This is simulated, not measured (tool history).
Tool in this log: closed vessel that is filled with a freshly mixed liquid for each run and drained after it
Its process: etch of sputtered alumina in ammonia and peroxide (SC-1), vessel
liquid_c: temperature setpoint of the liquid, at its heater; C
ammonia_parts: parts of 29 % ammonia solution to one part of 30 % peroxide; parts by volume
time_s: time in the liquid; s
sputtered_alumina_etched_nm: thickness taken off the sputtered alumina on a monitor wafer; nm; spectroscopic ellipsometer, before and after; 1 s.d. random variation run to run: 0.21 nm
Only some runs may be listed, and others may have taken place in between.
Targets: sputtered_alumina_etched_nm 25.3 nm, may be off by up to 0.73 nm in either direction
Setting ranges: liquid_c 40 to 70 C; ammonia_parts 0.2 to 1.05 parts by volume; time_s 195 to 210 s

run  hour  liquid_c  ammonia_parts  time_s  sputtered_alumina_etched_nm
  1     0        56           0.55     195                       15.208
  2   3.4        49           0.55     195                       10.365
  3   6.1      52.5           0.55     195                       12.731
  4  11.1      55.5           0.55     195                       14.745
  5  14.7      55.5           0.55     210                       15.935
  6  20.7      48.5           0.55     210                       10.821
  7  25.4        52           0.55     210                       13.052
  8  27.7      54.5           0.55     210                       14.909
  9  28.9      56.5           0.55     210                       16.723
 10  35.5        58           0.55     210                       18.267
 11  37.6      59.5           0.55     210                       19.617
 12  41.9      60.5           0.55     210                       20.651

4 next moves are on the table. One of them brings every result within its allowed miss. Which?
  A  46.2        62           0.65     210                            ?
  B  46.2        64           0.75     210                            ?
  C  46.2      60.5           0.35     195                            ?
  D  46.2      58.5           0.45     195                            ?

move  sputtered_alumina_etched_nm
   A                        22.44
   B                       25.152
   C                       18.208
   D                        16.82
A: better than the last run, though not everything is in spec
B: hits every target within its allowed miss
C: misses by more than the last run did
D: misses by more than the last run did
B meets every target.
